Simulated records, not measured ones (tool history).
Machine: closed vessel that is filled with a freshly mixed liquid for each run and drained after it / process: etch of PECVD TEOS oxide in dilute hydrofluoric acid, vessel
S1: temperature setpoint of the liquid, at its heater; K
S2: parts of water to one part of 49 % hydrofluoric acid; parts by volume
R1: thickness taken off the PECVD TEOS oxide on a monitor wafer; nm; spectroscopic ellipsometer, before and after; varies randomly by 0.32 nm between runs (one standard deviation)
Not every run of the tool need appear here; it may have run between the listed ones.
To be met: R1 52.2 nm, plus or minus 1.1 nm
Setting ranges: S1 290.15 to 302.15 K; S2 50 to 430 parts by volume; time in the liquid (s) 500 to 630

run 1 hour=0 | S1=294.15 S2=240 time_in_the_liquid_(s)=630 | R1=25.577
run 2 hour=4.2 | S1=294.15 S2=325 time_in_the_liquid_(s)=630 | R1=17.515
run 3 hour=6 | S1=294.15 S2=240 time_in_the_liquid_(s)=630 | R1=25.584
run 4 hour=8.9 | S1=297.15 S2=240 time_in_the_liquid_(s)=630 | R1=28.892
run 5 hour=17.1 | S1=297.15 S2=240 time_in_the_liquid_(s)=500 | R1=22.722
run 6 hour=23.7 | S1=297.15 S2=240 time_in_the_liquid_(s)=500 | R1=22.868
run 7 hour=32.3 | S1=298.65 S2=185 time_in_the_liquid_(s)=500 | R1=32.995
run 8 hour=37.6 | S1=302.15 S2=115 time_in_the_liquid_(s)=500 | R1=65.808
run 9 hour=45.6 | S1=300.65 S2=115 time_in_the_liquid_(s)=500 | R1=62.587
run 10 hour=48.3 | S1=299.15 S2=115 time_in_the_liquid_(s)=500 | R1=58.859
run 11 hour=48.8 | S1=298.15 S2=115 time_in_the_liquid_(s)=500 | R1=56.68
run 12 hour=52.6 | S1=297.15 S2=115 time_in_the_liquid_(s)=500 | R1=54.598

Exactly one of the 5 candidate moves below puts every result within its allowed miss. Which one?
run A hour=56.4 | S1=298.65 S2=120 time_in_the_liquid_(s)=500 | R1=?
run B hour=56.4 | S1=300.15 S2=120 time_in_the_liquid_(s)=500 | R1=?
run C hour=56.4 | S1=298.65 S2=125 time_in_the_liquid_(s)=540 | R1=?
run D hour=56.4 | S1=297.15 S2=110 time_in_the_liquid_(s)=500 | R1=?
run E hour=56.4 | S1=295.15 S2=115 time_in_the_liquid_(s)=520 | R1=?

move=A R1=54.574
move=B R1=57.794
move=C R1=56.236
move=D R1=56.851
move=E R1=51.938
A: about the same distance from the targets as the last run
B: further off than the last run
C: further off than the last run
D: further off than the last run
E: hits every target within its allowed miss
So the answer is move E, the one that meets all the targets.
